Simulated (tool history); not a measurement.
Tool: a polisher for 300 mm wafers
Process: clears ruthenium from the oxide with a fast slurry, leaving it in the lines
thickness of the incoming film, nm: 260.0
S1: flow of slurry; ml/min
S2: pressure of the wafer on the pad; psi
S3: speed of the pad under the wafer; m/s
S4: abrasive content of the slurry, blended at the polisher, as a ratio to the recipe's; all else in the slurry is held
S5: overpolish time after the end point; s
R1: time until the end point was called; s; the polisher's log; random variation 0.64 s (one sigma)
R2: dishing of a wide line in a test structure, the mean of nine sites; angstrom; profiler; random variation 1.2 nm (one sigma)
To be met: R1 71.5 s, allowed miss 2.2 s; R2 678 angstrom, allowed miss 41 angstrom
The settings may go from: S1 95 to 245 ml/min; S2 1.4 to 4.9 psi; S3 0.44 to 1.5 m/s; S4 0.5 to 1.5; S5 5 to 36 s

Run 1, hour 0: S1 155 ml/min, S2 3.1 psi, S3 0.96 m/s, S4 1, S5 18 s. Result: R1 58.214 s, R2 598.86 angstrom.
Run 2, hour 3.3: S1 120 ml/min, S2 3.1 psi, S3 0.96 m/s, S4 1, S5 18 s. Result: R1 60.372 s, R2 584.76 angstrom.
Run 3, hour 11.4: S1 120 ml/min, S2 3 psi, S3 0.96 m/s, S4 1, S5 19 s. Result: R1 63.757 s, R2 570.99 angstrom.
Run 4, hour 16.5: S1 120 ml/min, S2 3 psi, S3 1.14 m/s, S4 1, S5 19 s. Result: R1 53.315 s, R2 668.75 angstrom.
Run 5, hour 23: S1 120 ml/min, S2 3 psi, S3 1.04 m/s, S4 1, S5 19 s. Result: R1 57.858 s, R2 617.42 angstrom.
Run 6, hour 30.1: S1 115 ml/min, S2 2.9 psi, S3 1.04 m/s, S4 1, S5 21 s. Result: R1 61.077 s, R2 638.19 angstrom.
Run 7, hour 33.6: S1 110 ml/min, S2 2.8 psi, S3 1.04 m/s, S4 1, S5 22 s. Result: R1 63.983 s, R2 658.21 angstrom.
Run 8, hour 39.3: S1 110 ml/min, S2 2.8 psi, S3 1.04 m/s, S4 1, S5 22 s. Result: R1 62.984 s, R2 647.34 angstrom.

4 next moves are on the table. One of them brings every result within its allowed miss. Which?
Run A, hour 45: S1 110 ml/min, S2 3.1 psi, S3 0.92 m/s, S4 0.8, S5 26 s. Result: R1 ?, R2 ?.
Run B, hour 45: S1 130 ml/min, S2 2.4 psi, S3 1.34 m/s, S4 1.15, S5 21 s. Result: R1 ?, R2 ?.
Run C, hour 45: S1 95 ml/min, S2 2.8 psi, S3 1.14 m/s, S4 0.8, S5 23 s. Result: R1 ?, R2 ?.
Run D, hour 45: S1 125 ml/min, S2 3.1 psi, S3 1.08 m/s, S4 0.95, S5 20 s. Result: R1 ?, R2 ?.

move      R1      R2
   A  70.363  676.28
   B  51.435  735.34
   C  65.327  649.06
   D   54.16  675.91
A: meets every target
B: further off than the last run
C: nearer than the last run, and not there yet
D: further off than the last run
The right move is A.

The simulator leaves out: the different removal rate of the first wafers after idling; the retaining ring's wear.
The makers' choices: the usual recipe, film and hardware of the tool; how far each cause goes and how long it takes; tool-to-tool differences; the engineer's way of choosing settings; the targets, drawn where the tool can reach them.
